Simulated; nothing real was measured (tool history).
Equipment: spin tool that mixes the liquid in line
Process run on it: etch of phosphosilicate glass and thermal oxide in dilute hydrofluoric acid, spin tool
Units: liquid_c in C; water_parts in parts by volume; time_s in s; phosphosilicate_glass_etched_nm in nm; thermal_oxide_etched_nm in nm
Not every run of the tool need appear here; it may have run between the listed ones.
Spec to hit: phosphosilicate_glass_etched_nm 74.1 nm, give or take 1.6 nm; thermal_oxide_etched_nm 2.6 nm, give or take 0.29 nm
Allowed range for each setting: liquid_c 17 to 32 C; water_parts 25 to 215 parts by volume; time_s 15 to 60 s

run  hour  liquid_c  water_parts  time_s  phosphosilicate_glass_etched_nm  thermal_oxide_etched_nm
  1     0        24          120      30                           32.647                   1.1608
  2   3.7      25.5          110      30                           38.234                   1.2622
  3   4.2        28          110      30                           41.977                   1.5304
  4  10.5        25          110      30                           37.736                   1.2819
  5  14.6        25          145      30                           27.263                  0.92497
  6    19        27          145      30                           29.636                   1.0434
  7  21.4        31           95      30                           55.439                   1.9391
  8  22.4        32           65      30                           88.845                    3.211
  9  30.4        31           65      30                           85.407                   3.0147
 10    38      30.5           65      30                           82.528                   3.0002
 11  45.9        30           65      30                           81.826                   2.7891
 12  50.3      29.5           65      30                           80.346                   2.6976
 13  52.9      29.5           65      30                           80.861                   2.6987

Exercise: of the 4 proposed moves below, exactly one satisfies all targets within the stated allowed misses. Which move is it?
  A  55.5      20.5           45      30                                ?                        ?
  B  55.5        30           60      25                                ?                        ?
  C  55.5        30           50      25                                ?                        ?
  D  55.5      26.5           60      30                                ?                        ?

move  phosphosilicate_glass_etched_nm  thermal_oxide_etched_nm
   A                            83.08                    2.885
   B                           74.862                   2.5996
   C                           91.215                   3.1675
   D                           78.253                   2.7174
A: lands further from the targets than the last run did
B: in spec on every target
C: lands further from the targets than the last run did
D: closes in on the targets versus the last run, not all within tolerance yet
So the answer is move B, the one that meets all the targets.
